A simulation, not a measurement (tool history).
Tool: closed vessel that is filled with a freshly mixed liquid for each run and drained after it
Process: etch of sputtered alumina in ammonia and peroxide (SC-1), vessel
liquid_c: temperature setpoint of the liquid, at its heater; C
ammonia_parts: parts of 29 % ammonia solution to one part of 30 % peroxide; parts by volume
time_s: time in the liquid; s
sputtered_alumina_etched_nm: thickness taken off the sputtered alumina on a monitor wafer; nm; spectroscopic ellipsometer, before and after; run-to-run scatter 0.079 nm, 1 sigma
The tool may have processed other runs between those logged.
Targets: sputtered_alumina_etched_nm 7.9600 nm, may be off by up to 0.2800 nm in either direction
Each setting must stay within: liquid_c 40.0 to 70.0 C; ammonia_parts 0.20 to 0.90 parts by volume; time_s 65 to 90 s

run	day	liquid_c	ammonia_parts	time_s	sputtered_alumina_etched_nm
1	0.000	56.0	0.50	90	6.3073
2	0.129	56.0	0.50	65	4.5543
3	0.217	57.5	0.50	65	4.9937
4	0.325	51.5	0.50	65	3.6700
5	0.538	55.5	0.50	65	4.4797
6	0.679	55.5	0.50	90	6.2504
7	0.825	56.0	0.50	90	6.3461
8	1.196	56.0	0.50	90	6.3995
9	1.400	56.5	0.50	90	6.5154
10	1.717	57.0	0.50	90	6.6527
11	1.804	57.5	0.50	90	6.8737
12	1.858	58.0	0.50	90	7.1354
13	2.096	59.0	0.50	90	7.2871
14	2.275	59.0	0.50	90	7.4212

Pick the move, out of 5, that brings all results within their allowed miss; only one does.
A	2.454	62.0	0.80	80	?
B	2.454	60.0	0.30	85	?
C	2.454	58.5	0.55	85	?
D	2.454	61.5	0.75	75	?
E	2.454	64.0	0.45	70	?

move	sputtered_alumina_etched_nm
A	8.0275
B	7.0217
C	6.8818
D	7.2930
E	7.3572
A: meets every target
B: lands further from the targets than the last run did
C: lands further from the targets than the last run did
D: lands further from the targets than the last run did
E: lands further from the targets than the last run did
Move A is the one to make.
